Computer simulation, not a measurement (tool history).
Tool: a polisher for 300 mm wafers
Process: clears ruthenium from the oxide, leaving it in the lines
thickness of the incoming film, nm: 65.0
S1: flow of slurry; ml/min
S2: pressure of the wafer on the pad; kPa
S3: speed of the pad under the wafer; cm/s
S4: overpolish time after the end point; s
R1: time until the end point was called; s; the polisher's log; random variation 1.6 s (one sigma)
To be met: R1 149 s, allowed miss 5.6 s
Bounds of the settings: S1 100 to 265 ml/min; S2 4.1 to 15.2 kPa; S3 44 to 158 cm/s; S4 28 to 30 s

run	hour	S1	S2	S3	S4	R1
1	0	170	9.7	100	28	100.96
2	0.8	170	7.6	100	28	130.05
3	6.6	170	7.6	100	28	127.99
4	9	170	7.6	90	28	138.39
5	14.9	170	7.6	106	28	123.03
6	19.6	170	7.6	106	28	119.81
7	25.3	170	6.9	106	28	134.15
8	32.7	170	6.9	106	28	134.19

5 next moves are on the table. One of them brings every result within its allowed miss. Which?
A	40.1	170	6.9	106	29	?
B	40.1	195	9	68	30	?
C	40.1	200	6.2	94	28	?
D	40.1	190	6.9	104	28	?
E	40.1	160	6.9	100	28	?

move	R1
A	131.74
B	146.83
C	158.15
D	131.79
E	140.04
A: further off than the last run
B: meets every target
C: takes the result that was furthest off past its target
D: further off than the last run
E: nearer than the last run, and not there yet
Move B is the one to make.
